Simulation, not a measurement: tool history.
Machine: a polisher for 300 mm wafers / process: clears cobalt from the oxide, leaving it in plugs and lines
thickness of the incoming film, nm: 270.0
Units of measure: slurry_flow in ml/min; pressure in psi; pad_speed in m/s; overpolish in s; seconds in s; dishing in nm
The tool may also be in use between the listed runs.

run,hour,slurry_flow,pressure,pad_speed,overpolish,seconds,dishing
1,0.0,300,1.9,0.84,18,62.071,50.066
2,7.7,365,1.9,0.84,18,60.245,49.106
3,11.0,365,2.0,0.84,18,57.295,53.036
4,12.5,365,2.0,0.84,26,57.128,59.678
5,13.9,365,1.7,0.84,26,66.026,56.643
6,20.6,365,1.7,0.84,20,65.138,49.196
7,22.3,370,1.9,0.84,19,57.763,52.749
8,29.5,380,2.0,0.84,18,57.358,50.173

The next listed run, before its measurement:
9,30.3,380,2.1,0.84,18,?,?

Run 9 measured seconds 52.855 s, dishing 53.574 nm.
